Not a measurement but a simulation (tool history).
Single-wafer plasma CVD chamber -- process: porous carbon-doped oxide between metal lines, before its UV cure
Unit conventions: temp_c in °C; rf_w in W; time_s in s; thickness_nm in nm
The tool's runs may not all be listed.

| run | hour | temp_c | rf_w | time_s | thickness_nm |
|---|---|---|---|---|---|
| 1 | 0.0 | 325 | 410 | 25.5 | 108.530 |
| 2 | 2.4 | 323 | 415 | 25.5 | 111.500 |
| 3 | 6.3 | 323 | 380 | 25.5 | 105.080 |
| 4 | 8.3 | 323 | 325 | 25.5 | 95.504 |
| 5 | 14.8 | 321 | 340 | 25.6 | 99.072 |
| 6 | 15.8 | 321 | 360 | 25.6 | 103.300 |
| 7 | 24.6 | 319 | 365 | 25.6 | 105.980 |
| 8 | 31.8 | 317 | 370 | 25.6 | 105.780 |

Predict the results of run 9:
| 9 | 39.2 | 316 | 380 | 25.7 | ? |

thickness_nm: 110.810 nm

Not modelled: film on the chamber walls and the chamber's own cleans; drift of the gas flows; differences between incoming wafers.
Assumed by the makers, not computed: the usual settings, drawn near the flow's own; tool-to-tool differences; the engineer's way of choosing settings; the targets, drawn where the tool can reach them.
